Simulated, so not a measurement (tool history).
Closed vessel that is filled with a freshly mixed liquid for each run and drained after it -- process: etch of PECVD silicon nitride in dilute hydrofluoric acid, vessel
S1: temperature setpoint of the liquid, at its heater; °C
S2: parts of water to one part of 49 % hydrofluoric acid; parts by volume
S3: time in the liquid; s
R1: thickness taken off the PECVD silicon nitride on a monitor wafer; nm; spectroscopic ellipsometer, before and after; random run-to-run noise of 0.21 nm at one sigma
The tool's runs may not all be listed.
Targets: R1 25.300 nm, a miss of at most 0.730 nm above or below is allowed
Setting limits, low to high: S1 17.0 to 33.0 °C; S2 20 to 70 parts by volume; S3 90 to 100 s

{"run": 1, "hour": 0.0, "S1": 25.0, "S2": 40, "S3": 90, "R1": 13.608}
{"run": 2, "hour": 2.0, "S1": 25.0, "S2": 40, "S3": 100, "R1": 14.894}
{"run": 3, "hour": 4.5, "S1": 27.0, "S2": 40, "S3": 100, "R1": 17.299}
{"run": 4, "hour": 8.0, "S1": 28.5, "S2": 40, "S3": 100, "R1": 18.992}
{"run": 5, "hour": 10.2, "S1": 28.5, "S2": 40, "S3": 100, "R1": 18.617}
{"run": 6, "hour": 11.8, "S1": 29.5, "S2": 40, "S3": 100, "R1": 20.202}
{"run": 7, "hour": 16.5, "S1": 30.5, "S2": 40, "S3": 100, "R1": 21.684}
{"run": 8, "hour": 21.7, "S1": 31.0, "S2": 40, "S3": 100, "R1": 22.315}
{"run": 9, "hour": 30.0, "S1": 31.5, "S2": 40, "S3": 100, "R1": 22.631}
{"run": 10, "hour": 38.2, "S1": 32.0, "S2": 40, "S3": 100, "R1": 23.668}

Below are 5 possible settings for the next run. Only one of them brings all results inside the allowed miss of their targets. Which is it?
{"run": "A", "hour": 46.4, "S1": 30.5, "S2": 35, "S3": 90, "R1": "?"}
{"run": "B", "hour": 46.4, "S1": 31.5, "S2": 35, "S3": 90, "R1": "?"}
{"run": "C", "hour": 46.4, "S1": 33.0, "S2": 40, "S3": 95, "R1": "?"}
{"run": "D", "hour": 46.4, "S1": 32.5, "S2": 35, "S3": 90, "R1": "?"}
{"run": "E", "hour": 46.4, "S1": 31.0, "S2": 35, "S3": 90, "R1": "?"}

move=A R1=22.232
move=B R1=23.715
move=C R1=24.158
move=D R1=25.287
move=E R1=22.963
A: lands further from the targets than the last run did
B: no nearer and no further than the last run
C: moves toward the targets from the last run without getting all of them in spec
D: each result inside its tolerance
E: lands further from the targets than the last run did
Answer: D

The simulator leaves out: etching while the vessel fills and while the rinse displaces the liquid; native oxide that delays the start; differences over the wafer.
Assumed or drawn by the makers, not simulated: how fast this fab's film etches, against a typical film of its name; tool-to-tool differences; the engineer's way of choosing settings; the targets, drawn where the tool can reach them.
